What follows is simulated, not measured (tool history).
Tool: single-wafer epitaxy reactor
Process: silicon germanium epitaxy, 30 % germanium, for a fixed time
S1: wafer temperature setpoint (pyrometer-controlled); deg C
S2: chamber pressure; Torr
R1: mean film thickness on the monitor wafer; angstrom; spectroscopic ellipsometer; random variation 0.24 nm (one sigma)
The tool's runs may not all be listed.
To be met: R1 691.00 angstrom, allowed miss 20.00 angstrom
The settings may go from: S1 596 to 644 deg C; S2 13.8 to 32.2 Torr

run,day,S1,S2,R1
1,0.000,620,23.0,801.83
2,0.262,620,25.1,827.54
3,0.317,617,24.9,787.89
4,0.588,615,24.8,764.28
5,0.808,615,26.5,789.00
6,0.983,615,24.2,757.58
7,1.012,613,24.1,734.10
8,1.062,612,24.0,717.09

Which of these 4 next moves meets every target?
A,1.112,603,25.0,?
B,1.112,607,21.5,?
C,1.112,613,26.2,?
D,1.112,610,23.3,?

move,R1
A,636.69
B,638.39
C,759.34
D,691.20
A: takes the result that was furthest off past its target
B: takes the result that was furthest off past its target
C: further off than the last run
D: meets every target
Move D is the one to make.

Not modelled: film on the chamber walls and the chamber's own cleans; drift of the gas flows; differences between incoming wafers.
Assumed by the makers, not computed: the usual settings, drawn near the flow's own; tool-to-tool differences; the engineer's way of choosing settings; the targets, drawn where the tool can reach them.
